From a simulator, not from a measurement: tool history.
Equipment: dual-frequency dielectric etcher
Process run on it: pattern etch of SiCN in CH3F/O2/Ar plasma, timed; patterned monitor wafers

run	hour	source power (kW)	bias power (kW)	etch time (s)	mean etch depth across the wafer (Å)
1	0.0	0.470	0.074	119.0	484.11
2	2.6	0.470	0.079	119.0	492.51
3	11.3	0.470	0.079	124.5	513.40
4	19.0	0.430	0.076	124.5	493.35
5	24.4	0.430	0.076	124.5	492.49
6	30.1	0.390	0.075	124.5	468.14
7	36.9	0.370	0.075	124.5	455.49
8	45.6	0.360	0.075	124.5	454.18

What does the tool deliver on the next run?
9	51.9	0.350	0.075	124.5	?

Run 9 yielded mean etch depth across the wafer (Å) 445.74.
